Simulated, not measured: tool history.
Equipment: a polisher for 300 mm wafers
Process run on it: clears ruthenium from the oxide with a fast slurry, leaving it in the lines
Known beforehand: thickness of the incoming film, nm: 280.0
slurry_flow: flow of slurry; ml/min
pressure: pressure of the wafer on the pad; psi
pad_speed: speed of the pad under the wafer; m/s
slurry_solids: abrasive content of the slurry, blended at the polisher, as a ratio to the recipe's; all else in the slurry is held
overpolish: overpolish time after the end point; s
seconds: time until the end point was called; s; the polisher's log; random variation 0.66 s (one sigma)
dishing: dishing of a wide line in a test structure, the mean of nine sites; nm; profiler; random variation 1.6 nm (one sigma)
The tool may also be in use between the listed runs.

run    day  slurry_flow  pressure  pad_speed  slurry_solids  overpolish  seconds  dishing
  1  0.000          120       3.0       1.26            1.0          15   48.402   69.908
  2  0.292          120       3.0       1.26            1.0          17   50.127   78.307
  3  0.642          120       3.0       1.26            1.0          18   49.585   81.629
  4  0.812          120       3.0       1.26            1.0          19   49.665   85.946
  5  1.038          120       3.3       1.26            1.0          19   45.574   90.632
  6  1.146          120       3.3       1.26            0.9          19   48.107   87.893

Estimate the outcome of run 7 from the log above:
  7  1.400          120       3.3       1.26            0.9          20        ?        ?

{"run 7": {"seconds": 46.331, "dishing": 93.632}}

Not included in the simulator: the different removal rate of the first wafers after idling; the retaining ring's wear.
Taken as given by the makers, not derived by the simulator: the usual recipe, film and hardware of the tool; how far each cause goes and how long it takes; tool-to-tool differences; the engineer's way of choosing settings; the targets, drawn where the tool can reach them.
